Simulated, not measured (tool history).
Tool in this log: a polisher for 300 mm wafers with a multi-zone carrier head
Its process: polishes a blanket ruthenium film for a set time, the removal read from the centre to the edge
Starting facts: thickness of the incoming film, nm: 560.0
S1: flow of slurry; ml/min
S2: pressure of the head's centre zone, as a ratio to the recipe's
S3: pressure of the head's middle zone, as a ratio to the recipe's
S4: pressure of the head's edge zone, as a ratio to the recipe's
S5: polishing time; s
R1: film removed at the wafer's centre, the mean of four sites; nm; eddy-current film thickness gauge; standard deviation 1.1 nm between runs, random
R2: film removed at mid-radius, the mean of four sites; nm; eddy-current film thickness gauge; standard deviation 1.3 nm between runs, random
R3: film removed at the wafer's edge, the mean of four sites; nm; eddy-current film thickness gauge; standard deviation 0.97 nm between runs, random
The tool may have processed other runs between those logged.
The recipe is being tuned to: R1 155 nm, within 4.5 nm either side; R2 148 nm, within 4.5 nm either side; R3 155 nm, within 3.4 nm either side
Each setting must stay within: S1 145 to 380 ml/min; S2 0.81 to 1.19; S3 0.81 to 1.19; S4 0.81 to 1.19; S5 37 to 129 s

run,hour,S1,S2,S3,S4,S5,R1,R2,R3
1,0,245,1,1,1,83,128.61,130.75,134.64
2,1.6,245,1,1,1.07,83,128.47,129.62,137.53
3,9.2,245,1,1.08,1.07,83,129.21,139.87,138.92
4,9.8,265,1.03,1.08,1.11,84,136.57,142.91,143.54
5,14.1,265,1.07,1.08,1.11,84,141.4,145.84,143.91
6,21.1,280,1.08,1.06,1.14,85,143.83,144.06,148.87
7,21.7,295,1.1,1.06,1.15,85,149.03,145.86,150.53
8,27.4,305,1.11,1.06,1.16,85,150.54,145.48,152.5

4 next moves are on the table. One of them brings every result within its allowed miss. Which?
A,33.1,275,1.19,1.04,1.1,87,?,?,?
B,33.1,355,1.03,0.94,1.14,86,?,?,?
C,33.1,345,1.06,0.97,1.18,87,?,?,?
D,33.1,375,1.12,1.06,1.19,85,?,?,?

move,R1,R2,R3
A,163.73,142.99,148.65
B,143.82,133.23,152.79
C,149.39,138,156.99
D,155.57,146.32,154.72
A: takes the biggest miss from the last run beyond its target
B: misses by more than the last run did
C: misses by more than the last run did
D: all results land within tolerance of their targets
D meets every target.
